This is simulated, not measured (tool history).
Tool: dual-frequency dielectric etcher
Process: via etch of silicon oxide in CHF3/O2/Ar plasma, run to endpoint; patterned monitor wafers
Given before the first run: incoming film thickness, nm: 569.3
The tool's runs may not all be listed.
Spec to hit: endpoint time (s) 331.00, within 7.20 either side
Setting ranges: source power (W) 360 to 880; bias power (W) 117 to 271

run,day,source power (W),bias power (W),endpoint time (s)
1,0.000,620,194,257.60
2,0.267,710,194,244.80
3,0.321,710,207,238.76
4,0.583,710,189,246.78
5,0.871,610,189,262.40
6,1.171,690,189,248.41
7,1.412,590,171,273.49
8,1.496,520,160,294.52
9,1.629,480,156,308.79
10,1.800,450,155,317.54
11,1.821,440,154,323.92

Which of these 4 next moves meets every target?
A,1.842,420,171,?
B,1.842,530,118,?
C,1.842,480,120,?
D,1.842,390,204,?

move,endpoint time (s)
A,319.37
B,318.24
C,331.51
D,313.18
A: further off than the last run
B: further off than the last run
C: in spec on every target
D: further off than the last run
Answer: C
